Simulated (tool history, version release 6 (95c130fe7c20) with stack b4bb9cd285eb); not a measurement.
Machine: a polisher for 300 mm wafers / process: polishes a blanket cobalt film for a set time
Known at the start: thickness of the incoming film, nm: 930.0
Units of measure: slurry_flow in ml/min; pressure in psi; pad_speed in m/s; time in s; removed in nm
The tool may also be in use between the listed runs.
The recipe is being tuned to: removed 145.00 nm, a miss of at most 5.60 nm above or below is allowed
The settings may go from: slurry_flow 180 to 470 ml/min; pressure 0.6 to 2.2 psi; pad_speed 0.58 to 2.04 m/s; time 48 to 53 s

{"run": 1, "hour": 0.0, "slurry_flow": 300, "pressure": 1.4, "pad_speed": 1.3, "time": 53, "removed": 202.18}
{"run": 2, "hour": 3.0, "slurry_flow": 300, "pressure": 1.3, "pad_speed": 1.3, "time": 53, "removed": 188.75}
{"run": 3, "hour": 4.0, "slurry_flow": 300, "pressure": 1.3, "pad_speed": 1.3, "time": 53, "removed": 187.48}
{"run": 4, "hour": 12.5, "slurry_flow": 300, "pressure": 1.2, "pad_speed": 1.3, "time": 53, "removed": 180.05}
{"run": 5, "hour": 18.5, "slurry_flow": 300, "pressure": 1.1, "pad_speed": 1.3, "time": 53, "removed": 167.69}
{"run": 6, "hour": 25.3, "slurry_flow": 300, "pressure": 1.4, "pad_speed": 1.3, "time": 53, "removed": 194.52}
{"run": 7, "hour": 33.6, "slurry_flow": 300, "pressure": 1.4, "pad_speed": 1.3, "time": 53, "removed": 201.12}
{"run": 8, "hour": 41.7, "slurry_flow": 300, "pressure": 1.3, "pad_speed": 1.3, "time": 53, "removed": 183.37}
{"run": 9, "hour": 42.9, "slurry_flow": 300, "pressure": 1.2, "pad_speed": 1.3, "time": 53, "removed": 176.2}
{"run": 10, "hour": 44.7, "slurry_flow": 300, "pressure": 1.1, "pad_speed": 1.3, "time": 53, "removed": 165.49}
{"run": 11, "hour": 53.6, "slurry_flow": 300, "pressure": 1.0, "pad_speed": 1.3, "time": 53, "removed": 158.47}

Which of these 4 next moves meets every target?
{"run": "A", "hour": 62.5, "slurry_flow": 365, "pressure": 0.8, "pad_speed": 1.52, "time": 53, "removed": "?"}
{"run": "B", "hour": 62.5, "slurry_flow": 230, "pressure": 0.9, "pad_speed": 1.44, "time": 53, "removed": "?"}
{"run": "C", "hour": 62.5, "slurry_flow": 325, "pressure": 0.9, "pad_speed": 1.36, "time": 53, "removed": "?"}
{"run": "D", "hour": 62.5, "slurry_flow": 315, "pressure": 0.8, "pad_speed": 1.46, "time": 50, "removed": "?"}

move=A removed=162.54
move=B removed=158.38
move=C removed=155.51
move=D removed=145.62
A: further off than the last run
B: about the same distance from the targets as the last run
C: an improvement on the last run, though not all results are within tolerance
D: every result within its allowed miss
The right move is D.

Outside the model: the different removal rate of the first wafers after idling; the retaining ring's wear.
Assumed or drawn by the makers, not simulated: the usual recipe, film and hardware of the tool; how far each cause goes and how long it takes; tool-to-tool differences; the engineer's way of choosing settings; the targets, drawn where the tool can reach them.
